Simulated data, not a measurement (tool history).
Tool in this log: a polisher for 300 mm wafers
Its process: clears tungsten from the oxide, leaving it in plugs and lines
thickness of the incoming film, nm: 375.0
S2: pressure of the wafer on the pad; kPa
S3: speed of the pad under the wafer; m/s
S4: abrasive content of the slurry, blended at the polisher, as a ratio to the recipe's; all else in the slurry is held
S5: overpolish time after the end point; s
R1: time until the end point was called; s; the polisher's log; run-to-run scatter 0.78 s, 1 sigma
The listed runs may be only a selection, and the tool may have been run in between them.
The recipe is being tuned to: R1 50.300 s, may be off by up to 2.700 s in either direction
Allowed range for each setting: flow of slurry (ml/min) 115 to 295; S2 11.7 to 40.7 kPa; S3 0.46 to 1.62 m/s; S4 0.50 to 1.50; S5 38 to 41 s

{"run": 1, "day": 0.0, "flow of slurry (ml/min)": 190, "S2": 26.2, "S3": 1.04, "S4": 1.0, "S5": 38, "R1": 68.937}
{"run": 2, "day": 0.246, "flow of slurry (ml/min)": 190, "S2": 26.2, "S3": 0.96, "S4": 1.0, "S5": 38, "R1": 71.796}
{"run": 3, "day": 0.275, "flow of slurry (ml/min)": 150, "S2": 26.2, "S3": 0.96, "S4": 1.0, "S5": 38, "R1": 72.168}
{"run": 4, "day": 0.417, "flow of slurry (ml/min)": 150, "S2": 26.2, "S3": 0.96, "S4": 1.0, "S5": 38, "R1": 72.424}
{"run": 5, "day": 0.792, "flow of slurry (ml/min)": 150, "S2": 26.2, "S3": 0.96, "S4": 1.15, "S5": 38, "R1": 70.636}
{"run": 6, "day": 1.129, "flow of slurry (ml/min)": 150, "S2": 27.6, "S3": 0.96, "S4": 1.15, "S5": 38, "R1": 68.408}
{"run": 7, "day": 1.312, "flow of slurry (ml/min)": 150, "S2": 29.6, "S3": 0.98, "S4": 1.15, "S5": 38, "R1": 63.303}
{"run": 8, "day": 1.683, "flow of slurry (ml/min)": 150, "S2": 31.0, "S3": 0.98, "S4": 1.15, "S5": 38, "R1": 59.323}
{"run": 9, "day": 1.829, "flow of slurry (ml/min)": 150, "S2": 31.7, "S3": 0.98, "S4": 1.15, "S5": 38, "R1": 57.442}
{"run": 10, "day": 2.033, "flow of slurry (ml/min)": 150, "S2": 32.4, "S3": 0.98, "S4": 1.15, "S5": 38, "R1": 57.925}
{"run": 11, "day": 2.183, "flow of slurry (ml/min)": 150, "S2": 33.1, "S3": 0.98, "S4": 1.15, "S5": 38, "R1": 56.227}
{"run": 12, "day": 2.354, "flow of slurry (ml/min)": 150, "S2": 33.8, "S3": 0.98, "S4": 1.15, "S5": 38, "R1": 56.252}
{"run": 13, "day": 2.7, "flow of slurry (ml/min)": 150, "S2": 34.5, "S3": 0.98, "S4": 1.15, "S5": 38, "R1": 53.672}

Below are 5 possible settings for the next run. Only one of them brings all results inside the allowed miss of their targets. Which is it?
{"run": "A", "day": 3.046, "flow of slurry (ml/min)": 150, "S2": 33.8, "S3": 0.86, "S4": 1.0, "S5": 41, "R1": "?"}
{"run": "B", "day": 3.046, "flow of slurry (ml/min)": 235, "S2": 34.5, "S3": 0.86, "S4": 1.1, "S5": 38, "R1": "?"}
{"run": "C", "day": 3.046, "flow of slurry (ml/min)": 155, "S2": 40.0, "S3": 0.82, "S4": 1.3, "S5": 38, "R1": "?"}
{"run": "D", "day": 3.046, "flow of slurry (ml/min)": 155, "S2": 32.4, "S3": 1.04, "S4": 1.05, "S5": 40, "R1": "?"}
{"run": "E", "day": 3.046, "flow of slurry (ml/min)": 150, "S2": 31.7, "S3": 0.9, "S4": 1.15, "S5": 38, "R1": "?"}

move=A R1=60.644
move=B R1=55.926
move=C R1=50.554
move=D R1=55.708
move=E R1=61.495
A: moves away from the targets compared with the last run
B: moves away from the targets compared with the last run
C: meets every target
D: moves away from the targets compared with the last run
E: moves away from the targets compared with the last run
Move C is the one to make.

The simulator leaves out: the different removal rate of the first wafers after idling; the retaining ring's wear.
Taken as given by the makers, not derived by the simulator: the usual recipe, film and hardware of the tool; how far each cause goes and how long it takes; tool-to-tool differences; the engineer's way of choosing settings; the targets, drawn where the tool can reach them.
